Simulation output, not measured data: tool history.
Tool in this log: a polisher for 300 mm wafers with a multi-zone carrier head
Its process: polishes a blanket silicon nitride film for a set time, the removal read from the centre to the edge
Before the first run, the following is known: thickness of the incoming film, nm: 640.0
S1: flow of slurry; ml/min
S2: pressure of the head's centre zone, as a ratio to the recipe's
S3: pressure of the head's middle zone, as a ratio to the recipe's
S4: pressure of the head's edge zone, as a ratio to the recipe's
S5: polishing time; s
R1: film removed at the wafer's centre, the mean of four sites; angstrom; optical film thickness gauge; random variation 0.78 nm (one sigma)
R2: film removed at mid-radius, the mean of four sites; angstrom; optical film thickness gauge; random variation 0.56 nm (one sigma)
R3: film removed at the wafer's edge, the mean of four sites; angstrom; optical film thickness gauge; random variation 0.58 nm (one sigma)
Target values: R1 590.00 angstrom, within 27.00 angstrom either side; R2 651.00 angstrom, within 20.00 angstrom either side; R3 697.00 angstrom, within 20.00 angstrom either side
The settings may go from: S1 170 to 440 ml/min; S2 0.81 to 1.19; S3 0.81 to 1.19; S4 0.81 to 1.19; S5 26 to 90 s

run,hour,S1,S2,S3,S4,S5,R1,R2,R3
1,0.0,280,1.00,1.00,1.00,58,946.16,973.41,968.70
2,5.2,280,1.00,1.00,1.00,64,1062.40,1075.50,1066.50
3,11.2,280,1.00,1.00,1.06,64,1064.20,1067.90,1102.40
4,18.2,235,1.00,1.00,1.06,64,1012.30,1063.40,1087.90
5,25.5,235,1.00,0.97,1.06,64,1006.00,1035.40,1073.00
6,27.1,210,1.00,0.97,1.06,64,1029.80,1021.70,1072.20
7,29.4,210,1.00,0.97,1.06,64,988.81,1013.50,1055.10
8,32.1,205,0.99,0.96,1.05,62,954.61,972.98,1026.70
9,37.3,200,0.98,0.95,1.04,60,926.12,914.15,985.67
10,43.9,195,0.97,0.96,1.03,58,875.79,895.06,933.41
11,52.3,195,0.96,0.96,1.03,56,850.25,874.28,904.59
12,54.6,190,0.95,0.96,1.03,54,808.22,834.62,870.73
13,56.4,190,0.94,0.96,1.03,53,753.81,819.72,865.09
14,60.0,190,0.93,0.95,1.02,52,750.28,788.68,844.10
15,68.4,190,0.92,0.95,1.01,51,724.80,774.47,815.98
16,72.6,190,0.91,0.94,1.00,50,705.01,755.87,798.88
17,80.3,190,0.90,0.93,0.99,50,705.01,750.97,797.77
18,82.8,190,0.89,0.93,0.98,49,692.92,737.24,776.22
19,89.5,190,0.88,0.93,0.98,48,660.12,730.06,759.24
20,91.9,190,0.87,0.92,0.98,48,658.83,719.29,752.10
21,94.8,190,0.86,0.92,0.98,48,646.95,713.99,753.25
22,97.0,185,0.84,0.90,0.96,46,598.55,679.89,716.64

Of the 4 settings listed for the next run, only one would bring every result within its allowed miss of target. Which one?
A,99.2,275,0.82,0.87,0.93,43,?,?,?
B,99.2,180,0.85,0.91,0.94,48,?,?,?
C,99.2,175,0.83,0.98,0.99,47,?,?,?
D,99.2,330,0.82,0.91,0.91,44,?,?,?

move,R1,R2,R3
A,586.11,643.48,678.68
B,633.84,702.48,728.13
C,603.54,728.19,727.38
D,612.19,696.05,696.78
A: in spec on every target
B: the biggest miss grows against the last run
C: the biggest miss grows against the last run
D: the biggest miss grows against the last run
Answer: A

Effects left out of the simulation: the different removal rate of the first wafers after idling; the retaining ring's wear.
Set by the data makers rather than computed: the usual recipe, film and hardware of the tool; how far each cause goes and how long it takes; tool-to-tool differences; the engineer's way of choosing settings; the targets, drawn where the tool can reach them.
